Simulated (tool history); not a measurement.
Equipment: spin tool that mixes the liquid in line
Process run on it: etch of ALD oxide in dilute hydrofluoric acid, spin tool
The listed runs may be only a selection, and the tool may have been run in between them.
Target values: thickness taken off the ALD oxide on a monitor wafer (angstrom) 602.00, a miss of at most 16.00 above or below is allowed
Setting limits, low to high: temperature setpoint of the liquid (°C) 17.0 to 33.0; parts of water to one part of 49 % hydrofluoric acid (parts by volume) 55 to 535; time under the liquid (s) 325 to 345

| run | day | temperature setpoint of the liquid (°C) | parts of water to one part of 49 % hydrofluoric acid (parts by volume) | time under the liquid (s) | thickness taken off the ALD oxide on a monitor wafer (angstrom) |
|---|---|---|---|---|---|
| 1 | 0.000 | 25.0 | 295 | 325 | 239.10 |
| 2 | 0.125 | 26.5 | 265 | 325 | 289.91 |
| 3 | 0.462 | 27.5 | 240 | 325 | 339.78 |
| 4 | 0.792 | 30.5 | 240 | 325 | 376.67 |
| 5 | 0.921 | 31.0 | 220 | 325 | 429.59 |
| 6 | 1.196 | 31.5 | 210 | 325 | 460.65 |
| 7 | 1.525 | 32.0 | 200 | 325 | 497.10 |
| 8 | 1.704 | 32.0 | 195 | 325 | 513.50 |
| 9 | 1.842 | 32.0 | 190 | 325 | 533.35 |
| 10 | 2.025 | 32.0 | 185 | 325 | 552.33 |
| 11 | 2.267 | 32.5 | 180 | 325 | 576.79 |

Which of these 4 next moves meets every target?
| A | 2.508 | 32.5 | 165 | 325 | ? |
| B | 2.508 | 32.5 | 175 | 330 | ? |
| C | 2.508 | 32.0 | 165 | 330 | ? |
| D | 2.508 | 30.0 | 155 | 325 | ? |

| move | thickness taken off the ALD oxide on a monitor wafer (angstrom) |
|---|---|
| A | 645.50 |
| B | 609.71 |
| C | 644.16 |
| D | 637.69 |
A: pushes the last run's worst result past its target
B: meets every target
C: pushes the last run's worst result past its target
D: pushes the last run's worst result past its target
Correct choice: B, which meets every target
